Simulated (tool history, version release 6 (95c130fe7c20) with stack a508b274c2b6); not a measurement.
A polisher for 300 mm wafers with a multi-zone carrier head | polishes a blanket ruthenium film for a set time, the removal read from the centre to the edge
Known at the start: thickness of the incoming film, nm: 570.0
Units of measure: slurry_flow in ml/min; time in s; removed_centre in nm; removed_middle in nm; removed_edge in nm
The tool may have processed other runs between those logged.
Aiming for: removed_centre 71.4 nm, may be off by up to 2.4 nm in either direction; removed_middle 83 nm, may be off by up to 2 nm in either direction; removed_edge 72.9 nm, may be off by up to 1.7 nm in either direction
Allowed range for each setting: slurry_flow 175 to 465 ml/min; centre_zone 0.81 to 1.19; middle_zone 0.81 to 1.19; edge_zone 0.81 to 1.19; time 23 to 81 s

{"run": 1, "day": 0.0, "slurry_flow": 295, "centre_zone": 1, "middle_zone": 1, "edge_zone": 1, "time": 52, "removed_centre": 64.881, "removed_middle": 66.836, "removed_edge": 65.285}
{"run": 2, "day": 0.117, "slurry_flow": 295, "centre_zone": 1, "middle_zone": 1, "edge_zone": 1, "time": 63, "removed_centre": 80.434, "removed_middle": 81.85, "removed_edge": 79.831}
{"run": 3, "day": 0.312, "slurry_flow": 285, "centre_zone": 0.98, "middle_zone": 1.01, "edge_zone": 0.97, "time": 63, "removed_centre": 77.73, "removed_middle": 82.283, "removed_edge": 78.446}
{"run": 4, "day": 0.458, "slurry_flow": 275, "centre_zone": 0.97, "middle_zone": 1.02, "edge_zone": 0.95, "time": 63, "removed_centre": 77.527, "removed_middle": 83.144, "removed_edge": 77.857}
{"run": 5, "day": 0.504, "slurry_flow": 270, "centre_zone": 0.96, "middle_zone": 1.03, "edge_zone": 0.93, "time": 63, "removed_centre": 75.972, "removed_middle": 83.607, "removed_edge": 76.626}
{"run": 6, "day": 0.738, "slurry_flow": 270, "centre_zone": 0.96, "middle_zone": 1.03, "edge_zone": 1.01, "time": 63, "removed_centre": 75.701, "removed_middle": 82.529, "removed_edge": 78.83}
{"run": 7, "day": 0.833, "slurry_flow": 260, "centre_zone": 0.96, "middle_zone": 1.04, "edge_zone": 0.99, "time": 63, "removed_centre": 76.912, "removed_middle": 82.992, "removed_edge": 79.697}
{"run": 8, "day": 1.104, "slurry_flow": 270, "centre_zone": 0.95, "middle_zone": 1.03, "edge_zone": 0.96, "time": 63, "removed_centre": 75.437, "removed_middle": 83.7, "removed_edge": 78.204}
{"run": 9, "day": 1.221, "slurry_flow": 265, "centre_zone": 0.94, "middle_zone": 1.03, "edge_zone": 0.94, "time": 63, "removed_centre": 74.865, "removed_middle": 82.973, "removed_edge": 76.478}

Next run, 5 choices. One meets every target within its allowed miss, the rest don't. Which?
{"run": "A", "day": 1.338, "slurry_flow": 245, "centre_zone": 1.05, "middle_zone": 1.07, "edge_zone": 0.83, "time": 61, "removed_centre": "?", "removed_middle": "?", "removed_edge": "?"}
{"run": "B", "day": 1.338, "slurry_flow": 255, "centre_zone": 1.05, "middle_zone": 1.05, "edge_zone": 0.9, "time": 60, "removed_centre": "?", "removed_middle": "?", "removed_edge": "?"}
{"run": "C", "day": 1.338, "slurry_flow": 310, "centre_zone": 0.96, "middle_zone": 1.06, "edge_zone": 0.81, "time": 62, "removed_centre": "?", "removed_middle": "?", "removed_edge": "?"}
{"run": "D", "day": 1.338, "slurry_flow": 280, "centre_zone": 0.93, "middle_zone": 1.01, "edge_zone": 0.97, "time": 65, "removed_centre": "?", "removed_middle": "?", "removed_edge": "?"}
{"run": "E", "day": 1.338, "slurry_flow": 360, "centre_zone": 0.91, "middle_zone": 1.05, "edge_zone": 0.88, "time": 60, "removed_centre": "?", "removed_middle": "?", "removed_edge": "?"}

move=A removed_centre=78.653 removed_middle=82.982 removed_edge=70.278
move=B removed_centre=77.629 removed_middle=80.57 removed_edge=71.886
move=C removed_centre=75.543 removed_middle=85.226 removed_edge=71.654
move=D removed_centre=76.43 removed_middle=85.108 removed_edge=81.137
move=E removed_centre=70.68 removed_middle=82.679 removed_edge=72.532
A: moves the result that the last run missed by most past its target, out the other side
B: the worst result of the last run now meets its target, but another is out of spec
C: the worst result of the last run now meets its target, but another is out of spec
D: further off than the last run
E: meets every target
The move that meets every target is E.
